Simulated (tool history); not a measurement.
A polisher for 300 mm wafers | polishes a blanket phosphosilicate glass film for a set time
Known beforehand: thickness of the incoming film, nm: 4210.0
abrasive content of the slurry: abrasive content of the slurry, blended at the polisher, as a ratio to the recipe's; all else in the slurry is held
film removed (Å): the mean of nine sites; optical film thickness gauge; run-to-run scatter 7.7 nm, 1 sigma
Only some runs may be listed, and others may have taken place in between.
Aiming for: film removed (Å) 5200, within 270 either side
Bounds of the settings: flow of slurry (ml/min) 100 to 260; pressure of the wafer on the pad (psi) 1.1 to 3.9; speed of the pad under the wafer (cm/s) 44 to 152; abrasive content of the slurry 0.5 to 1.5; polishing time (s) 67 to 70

run	hour	flow of slurry (ml/min)	pressure of the wafer on the pad (psi)	speed of the pad under the wafer (cm/s)	abrasive content of the slurry	polishing time (s)	film removed (Å)
1	0	165	2.5	98	1	67	3641.4
2	8	165	2.5	98	1.2	67	3921.9
3	10.7	165	2.7	98	1.2	67	4306.2
4	12	165	2.7	76	1.2	67	3647.8
5	13.1	165	3	78	1.2	67	4060
6	13.7	165	3.2	80	1.2	67	4416.2
7	17.2	165	3.3	80	1.2	67	4556.7
8	24.9	165	3.4	80	1.2	67	4670.5
9	26.2	165	3.5	80	1.2	67	4953.4

Pick the move, out of 5, that brings all results within their allowed miss; only one does.
A	27.5	155	3.6	78	1.1	67	?
B	27.5	150	3.8	72	1.3	69	?
C	27.5	145	3	76	1.25	70	?
D	27.5	170	3.6	74	1.25	67	?
E	27.5	180	2.9	96	1.25	67	?

move	film removed (Å)
A	4688.7
B	5124.2
C	4193.3
D	4806.9
E	4646.4
A: the biggest miss grows against the last run
B: all results in spec
C: the biggest miss grows against the last run
D: the biggest miss grows against the last run
E: the biggest miss grows against the last run
Answer: B
